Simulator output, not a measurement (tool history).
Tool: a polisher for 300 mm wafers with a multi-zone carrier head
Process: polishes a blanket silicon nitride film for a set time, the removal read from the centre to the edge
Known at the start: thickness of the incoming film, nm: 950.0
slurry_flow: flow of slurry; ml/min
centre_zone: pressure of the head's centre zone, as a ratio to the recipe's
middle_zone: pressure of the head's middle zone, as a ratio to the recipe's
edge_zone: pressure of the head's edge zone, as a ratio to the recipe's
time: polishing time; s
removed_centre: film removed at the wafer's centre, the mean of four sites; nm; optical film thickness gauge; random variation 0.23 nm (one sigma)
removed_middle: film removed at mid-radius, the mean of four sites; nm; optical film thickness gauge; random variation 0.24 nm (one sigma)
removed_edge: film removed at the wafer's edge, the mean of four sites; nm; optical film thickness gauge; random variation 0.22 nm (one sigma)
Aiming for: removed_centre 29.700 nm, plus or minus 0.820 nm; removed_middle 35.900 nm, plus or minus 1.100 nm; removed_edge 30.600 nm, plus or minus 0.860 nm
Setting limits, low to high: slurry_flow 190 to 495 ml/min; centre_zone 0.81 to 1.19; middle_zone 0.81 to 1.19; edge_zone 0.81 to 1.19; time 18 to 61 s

run  hour  slurry_flow  centre_zone  middle_zone  edge_zone  time  removed_centre  removed_middle  removed_edge
  1   0.0          320         1.00         1.00       1.00    39          56.217          56.558        55.355
  2   3.2          315         0.96         1.02       0.95    32          43.834          46.937        44.264
  3   9.0          315         0.96         1.02       1.00    32          44.014          46.530        45.780
  4  16.6          315         0.96         1.02       0.97    32          44.053          47.235        44.967
  5  19.6          315         0.96         1.02       0.97    36          49.756          53.304        50.941
  6  24.3          315         0.96         1.02       0.92    36          50.090          52.810        48.858
  7  29.0          315         0.96         1.02       0.92    36          49.025          53.051        48.824
  8  35.0          315         0.94         1.03       0.89    31          41.857          45.700        41.562
  9  39.8          310         0.92         1.05       0.86    28          36.697          42.020        37.402
 10  48.8          310         0.91         1.06       0.84    26          34.151          39.461        34.452
 11  50.6          290         0.86         1.07       0.81    22          26.778          33.574        28.118
 12  55.0          325         0.87         1.07       0.81    22          27.391          33.556        28.434
 13  56.5          325         0.88         1.08       0.83    22          27.731          34.392        28.903
 14  64.2          325         0.89         1.08       0.85    22          27.807          33.680        29.250
 15  72.3          380         0.93         1.14       0.88    23          31.396          37.523        30.707

Which single option among these 5 for the next run brings every result within its allowed miss of target? Just one does.
  A  80.4          280         0.92         1.11       0.87    23               ?               ?             ?
  B  80.4          435         1.01         1.13       0.83    23               ?               ?             ?
  C  80.4          380         0.88         1.19       0.84    23               ?               ?             ?
  D  80.4          395         0.95         1.10       0.90    23               ?               ?             ?
  E  80.4          420         0.85         1.19       0.82    23               ?               ?             ?

move  removed_centre  removed_middle  removed_edge
   A          30.166          36.216        30.702
   B          34.256          37.872        30.756
   C          29.553          39.298        30.694
   D          31.991          36.798        31.765
   E          28.734          39.552        30.518
A: each result inside its tolerance
B: the biggest miss grows against the last run
C: the furthest-off result lands on target, but another misses its tolerance
D: the biggest miss grows against the last run
E: moves the result that the last run missed by most past its target, out the other side
So the answer is move A, the one that meets all the targets.

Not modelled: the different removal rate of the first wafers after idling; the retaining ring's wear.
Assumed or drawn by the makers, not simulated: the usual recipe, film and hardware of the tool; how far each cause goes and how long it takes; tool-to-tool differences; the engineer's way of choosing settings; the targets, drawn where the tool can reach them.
